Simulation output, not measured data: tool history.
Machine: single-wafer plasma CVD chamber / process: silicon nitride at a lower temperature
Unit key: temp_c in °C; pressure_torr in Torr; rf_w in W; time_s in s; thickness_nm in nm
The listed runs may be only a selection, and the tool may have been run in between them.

| run | hour | temp_c | pressure_torr | rf_w | time_s | thickness_nm |
|---|---|---|---|---|---|---|
| 1 | 0 | 355 | 1.53 | 365 | 18.6 | 26.38 |
| 2 | 4.7 | 355 | 1.53 | 365 | 18.6 | 26.422 |
| 3 | 11 | 355 | 1.66 | 365 | 18.6 | 26.955 |
| 4 | 16.9 | 349 | 1.66 | 365 | 18.6 | 27.253 |
| 5 | 20 | 349 | 1.55 | 360 | 18.6 | 26.489 |
| 6 | 24.6 | 349 | 1.46 | 355 | 18.6 | 25.627 |

Run 7 comes next. What will it give?
| 7 | 33.5 | 349 | 1.46 | 355 | 18.6 | ? |

{"run 7": {"thickness_nm": 25.762}}
